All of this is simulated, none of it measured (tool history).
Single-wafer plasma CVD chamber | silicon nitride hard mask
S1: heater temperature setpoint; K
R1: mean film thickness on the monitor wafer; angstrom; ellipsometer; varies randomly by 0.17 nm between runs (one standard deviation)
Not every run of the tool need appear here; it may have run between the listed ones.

Run 1, day 0: S1 678.15 K, chamber pressure (mTorr) 1860, RF power (W) 275, deposition time (s) 38.7. Result: R1 488.77 angstrom.
Run 2, day 0.2: S1 678.15 K, chamber pressure (mTorr) 1860, RF power (W) 255, deposition time (s) 38.7. Result: R1 458.06 angstrom.
Run 3, day 0.362: S1 678.15 K, chamber pressure (mTorr) 1860, RF power (W) 275, deposition time (s) 38.7. Result: R1 485.17 angstrom.
Run 4, day 0.446: S1 678.15 K, chamber pressure (mTorr) 1860, RF power (W) 240, deposition time (s) 38.7. Result: R1 435.88 angstrom.
Run 5, day 0.529: S1 678.15 K, chamber pressure (mTorr) 2180, RF power (W) 240, deposition time (s) 38.7. Result: R1 453.79 angstrom.
Run 6, day 0.729: S1 678.15 K, chamber pressure (mTorr) 2180, RF power (W) 240, deposition time (s) 38.7. Result: R1 457.14 angstrom.
Run 7, day 1.088: S1 678.15 K, chamber pressure (mTorr) 2320, RF power (W) 250, deposition time (s) 38.7. Result: R1 482.55 angstrom.
Run 8, day 1.404: S1 678.15 K, chamber pressure (mTorr) 2410, RF power (W) 255, deposition time (s) 38.7. Result: R1 493.42 angstrom.
Run 9, day 1.45: S1 678.15 K, chamber pressure (mTorr) 2470, RF power (W) 255, deposition time (s) 38.7. Result: R1 495.62 angstrom.
At day 1.55: thermocouple changed; heater temperature recalibrated.
Run 10, day 1.55: S1 678.15 K, chamber pressure (mTorr) 2520, RF power (W) 260, deposition time (s) 38.7. Result: R1 503.06 angstrom.
Run 11, day 1.754: S1 678.15 K, chamber pressure (mTorr) 2550, RF power (W) 260, deposition time (s) 38.7. Result: R1 508.61 angstrom.

Run 12 has not been measured yet. What should we expect?
Run 12, day 1.808: S1 678.15 K, chamber pressure (mTorr) 2570, RF power (W) 260, deposition time (s) 38.7. Result: R1 ?.

R1: 506.78 angstrom
